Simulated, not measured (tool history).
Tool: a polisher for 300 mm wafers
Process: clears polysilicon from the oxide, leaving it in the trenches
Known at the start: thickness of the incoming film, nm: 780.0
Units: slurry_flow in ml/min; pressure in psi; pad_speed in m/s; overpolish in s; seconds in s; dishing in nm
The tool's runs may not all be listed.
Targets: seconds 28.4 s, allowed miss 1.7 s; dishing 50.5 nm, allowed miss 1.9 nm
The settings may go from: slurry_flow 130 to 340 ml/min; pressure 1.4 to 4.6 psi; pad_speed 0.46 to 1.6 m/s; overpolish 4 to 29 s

run,hour,slurry_flow,pressure,pad_speed,overpolish,seconds,dishing
1,0,220,3,1.02,15,39.012,55.643
2,3.5,220,3,1.02,18,37.796,56.159
3,12.5,220,2.5,1.02,18,44.668,55.893
4,20.6,220,2.5,1.02,14,43.862,56.068
5,26,220,3,0.98,11,39.763,54.973
6,28.2,180,3,0.98,11,40.059,55.544
7,34.1,240,3.8,1.02,4,30.411,45.074
8,36.5,225,3.8,1.04,6,31.284,52.71

4 next moves are on the table. One of them brings every result within its allowed miss. Which?
A,38.9,225,4,1.08,5,?,?
B,38.9,200,3.7,0.98,6,?,?
C,38.9,205,4.2,1.18,6,?,?
D,38.9,210,3.8,1.04,4,?,?

move,seconds,dishing
A,27.802,50.581
B,33.118,50.679
C,24.701,53.809
D,30.382,45.675
A: meets every target
B: further off than the last run
C: takes the result that was furthest off past its target
D: further off than the last run
Answer: A
